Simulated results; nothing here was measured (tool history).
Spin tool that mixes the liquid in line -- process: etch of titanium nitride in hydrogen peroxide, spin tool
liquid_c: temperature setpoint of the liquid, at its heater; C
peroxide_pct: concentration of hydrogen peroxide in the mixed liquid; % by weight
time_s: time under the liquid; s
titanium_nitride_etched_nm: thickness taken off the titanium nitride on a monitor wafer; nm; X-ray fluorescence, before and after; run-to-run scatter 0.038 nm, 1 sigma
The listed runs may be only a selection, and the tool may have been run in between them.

run 1 hour=0 | liquid_c=47 peroxide_pct=25 time_s=140 | titanium_nitride_etched_nm=8.7221
run 2 hour=6.1 | liquid_c=47 peroxide_pct=25 time_s=150 | titanium_nitride_etched_nm=9.5082
run 3 hour=12.6 | liquid_c=46 peroxide_pct=25 time_s=150 | titanium_nitride_etched_nm=8.7599
run 4 hour=15.6 | liquid_c=45.5 peroxide_pct=25 time_s=150 | titanium_nitride_etched_nm=8.4179
run 5 hour=16.2 | liquid_c=45 peroxide_pct=25 time_s=150 | titanium_nitride_etched_nm=8.1953
run 6 hour=22.2 | liquid_c=45 peroxide_pct=20.5 time_s=150 | titanium_nitride_etched_nm=7.783

Run 7, settings as shown, results not yet in. Your forecast:
run 7 hour=27.7 | liquid_c=44.5 peroxide_pct=20.5 time_s=150 | titanium_nitride_etched_nm=?

{"run 7": {"titanium_nitride_etched_nm": 7.5337}}
